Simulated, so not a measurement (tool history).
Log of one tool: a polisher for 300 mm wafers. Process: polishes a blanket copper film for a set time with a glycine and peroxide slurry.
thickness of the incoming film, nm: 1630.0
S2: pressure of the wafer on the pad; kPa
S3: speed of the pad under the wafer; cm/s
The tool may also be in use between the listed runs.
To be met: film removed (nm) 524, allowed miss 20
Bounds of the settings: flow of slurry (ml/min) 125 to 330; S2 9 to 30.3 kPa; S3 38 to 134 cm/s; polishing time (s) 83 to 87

run 1 hour=0 | flow_of_slurry_(ml/min)=210 S2=19.3 S3=86 polishing_time_(s)=83 | film_removed_(nm)=292.1
run 2 hour=8.5 | flow_of_slurry_(ml/min)=210 S2=19.3 S3=86 polishing_time_(s)=87 | film_removed_(nm)=305.76
run 3 hour=11.5 | flow_of_slurry_(ml/min)=210 S2=19.3 S3=86 polishing_time_(s)=83 | film_removed_(nm)=293.62
run 4 hour=18.7 | flow_of_slurry_(ml/min)=210 S2=22.1 S3=86 polishing_time_(s)=83 | film_removed_(nm)=329.76
-- hour=21.7 worn pad replaced by a new one
run 5 hour=21.7 | flow_of_slurry_(ml/min)=210 S2=24.8 S3=90 polishing_time_(s)=83 | film_removed_(nm)=426.37
run 6 hour=23.3 | flow_of_slurry_(ml/min)=210 S2=26.2 S3=90 polishing_time_(s)=83 | film_removed_(nm)=438.38
run 7 hour=26.9 | flow_of_slurry_(ml/min)=210 S2=27.6 S3=90 polishing_time_(s)=83 | film_removed_(nm)=455.68
run 8 hour=32.1 | flow_of_slurry_(ml/min)=210 S2=28.3 S3=90 polishing_time_(s)=83 | film_removed_(nm)=475.45

4 next moves are on the table. One of them brings every result within its allowed miss. Which?
run A hour=37.3 | flow_of_slurry_(ml/min)=215 S2=29.6 S3=94 polishing_time_(s)=86 | film_removed_(nm)=?
run B hour=37.3 | flow_of_slurry_(ml/min)=255 S2=27.6 S3=74 polishing_time_(s)=83 | film_removed_(nm)=?
run C hour=37.3 | flow_of_slurry_(ml/min)=220 S2=29 S3=84 polishing_time_(s)=84 | film_removed_(nm)=?
run D hour=37.3 | flow_of_slurry_(ml/min)=200 S2=27.6 S3=82 polishing_time_(s)=84 | film_removed_(nm)=?

move=A film_removed_(nm)=536.73
move=B film_removed_(nm)=416.61
move=C film_removed_(nm)=473.34
move=D film_removed_(nm)=440.19
A: meets every target
B: further off than the last run
C: as far off as the last run
D: further off than the last run
Answer: A
